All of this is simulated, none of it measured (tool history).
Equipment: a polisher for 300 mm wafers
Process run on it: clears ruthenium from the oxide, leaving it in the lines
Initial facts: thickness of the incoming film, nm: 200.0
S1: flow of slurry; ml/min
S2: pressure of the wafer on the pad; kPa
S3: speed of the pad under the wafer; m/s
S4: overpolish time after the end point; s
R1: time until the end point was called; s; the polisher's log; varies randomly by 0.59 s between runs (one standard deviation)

| run | hour | S1 | S2 | S3 | S4 | R1 |
|---|---|---|---|---|---|---|
| 1 | 0 | 195 | 17.2 | 1.12 | 17 | 123.82 |
| 2 | 5.4 | 200 | 19.3 | 1.14 | 17 | 109.47 |
| 3 | 7 | 200 | 19.3 | 1.14 | 17 | 110.59 |
| 4 | 7.7 | 200 | 19.3 | 1.3 | 17 | 96.602 |
|  | 13.8 | slurry nozzle cleaned |
| 5 | 13.8 | 200 | 20.7 | 1.32 | 17 | 83.978 |
| 6 | 15.5 | 200 | 20.7 | 1.2 | 17 | 92.546 |
| 7 | 17.5 | 200 | 20.7 | 1.2 | 17 | 92.075 |

What does the tool deliver on the next run?
| 8 | 21 | 200 | 21.4 | 1.2 | 17 | ? |

{"run 8": {"R1": 89.483}}
